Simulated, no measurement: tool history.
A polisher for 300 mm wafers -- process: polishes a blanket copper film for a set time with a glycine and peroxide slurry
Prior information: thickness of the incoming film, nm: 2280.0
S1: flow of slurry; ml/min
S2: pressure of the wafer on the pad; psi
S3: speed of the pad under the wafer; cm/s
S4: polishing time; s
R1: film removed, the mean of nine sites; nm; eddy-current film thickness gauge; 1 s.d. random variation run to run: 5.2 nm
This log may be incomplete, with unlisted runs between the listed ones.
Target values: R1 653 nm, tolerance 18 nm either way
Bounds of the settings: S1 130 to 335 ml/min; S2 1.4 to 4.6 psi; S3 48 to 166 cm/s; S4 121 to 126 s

| run | day | S1 | S2 | S3 | S4 | R1 |
|---|---|---|---|---|---|---|
| 1 | 0 | 215 | 3 | 106 | 121 | 753.16 |
| 2 | 0.108 | 215 | 3 | 116 | 121 | 820.5 |
| 3 | 0.475 | 180 | 3 | 116 | 121 | 794.49 |
| 4 | 0.558 | 215 | 3 | 116 | 121 | 812.34 |
| 5 | 0.688 | 215 | 2.7 | 116 | 121 | 759.18 |
| 6 | 0.921 | 210 | 2.6 | 116 | 121 | 740.61 |
| 7 | 1.004 | 205 | 2.5 | 116 | 121 | 715.33 |
| 8 | 1.029 | 200 | 2.5 | 116 | 121 | 727.99 |

Which single option among these 4 for the next run brings every result within its allowed miss of target? Just one does.
| A | 1.054 | 230 | 2.9 | 114 | 126 | ? |
| B | 1.054 | 270 | 3.6 | 78 | 125 | ? |
| C | 1.054 | 150 | 2.2 | 116 | 126 | ? |
| D | 1.054 | 200 | 2.9 | 122 | 126 | ? |

| move | R1 |
|---|---|
| A | 841.71 |
| B | 714.92 |
| C | 670.26 |
| D | 875.14 |
A: misses by more than the last run did
B: moves toward the targets from the last run without getting all of them in spec
C: each result inside its tolerance
D: misses by more than the last run did
Go with C: it meets all targets.
